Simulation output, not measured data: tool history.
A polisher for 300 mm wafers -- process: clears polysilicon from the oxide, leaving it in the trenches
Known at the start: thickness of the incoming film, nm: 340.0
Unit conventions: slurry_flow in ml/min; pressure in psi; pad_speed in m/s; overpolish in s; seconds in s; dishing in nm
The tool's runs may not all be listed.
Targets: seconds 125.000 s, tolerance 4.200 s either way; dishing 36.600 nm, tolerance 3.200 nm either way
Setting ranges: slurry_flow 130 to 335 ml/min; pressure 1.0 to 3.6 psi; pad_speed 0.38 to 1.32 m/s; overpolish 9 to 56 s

run  hour  slurry_flow  pressure  pad_speed  overpolish  seconds  dishing
  1   0.0          215       2.3       0.84          29   43.953   38.639
  2   4.6          215       2.2       0.80          28   47.666   41.342
  3   9.6          205       2.1       0.76          31   52.499   39.450
  4  11.6          175       2.1       0.76          31   54.680   42.599
  5  15.2          185       2.0       0.72          34   59.314   42.982
  6  23.7          195       1.9       0.68          31   66.563   39.582
  7  30.9          195       1.8       0.66          31   70.595   39.676
  8  39.2          180       1.2       0.42          17  161.340   27.060
  9  41.7          175       1.2       0.42          19  165.280   26.824
 10  42.6          180       1.2       0.42          22  164.880   30.414
 11  44.6          180       1.2       0.42          22  161.650   29.832
 12  52.6          185       1.2       0.42          23  160.750   30.048
 13  60.4          190       1.2       0.42          24  160.850   30.100
 14  66.2          190       1.2       0.42          25  161.500   31.463
 15  70.4          190       1.2       0.42          26  162.990   31.405
 16  76.2          190       1.2       0.42          27  157.510   30.867
 17  78.4          190       1.2       0.42          28  162.120   32.971
 18  80.9          205       1.8       0.44          42  102.960   40.059
 19  85.2          205       1.6       0.44          39  115.040   38.893

Which of these 5 next moves meets every target?
  A  89.5          260       1.0       0.60          30        ?        ?
  B  89.5          200       1.5       0.40          34        ?        ?
  C  89.5          285       1.3       0.48          29        ?        ?
  D  89.5          215       1.8       0.42          44        ?        ?
  E  89.5          185       1.6       0.38          21        ?        ?

move  seconds  dishing
   A  133.970   34.915
   B  138.550   35.719
   C  128.280   35.003
   D  110.060   38.359
   E  138.210   30.528
A: carries the result that was furthest off beyond its target, to the other side
B: carries the result that was furthest off beyond its target, to the other side
C: in spec on every target
D: lands further from the targets than the last run did
E: carries the result that was furthest off beyond its target, to the other side
Correct choice: C, which meets every target
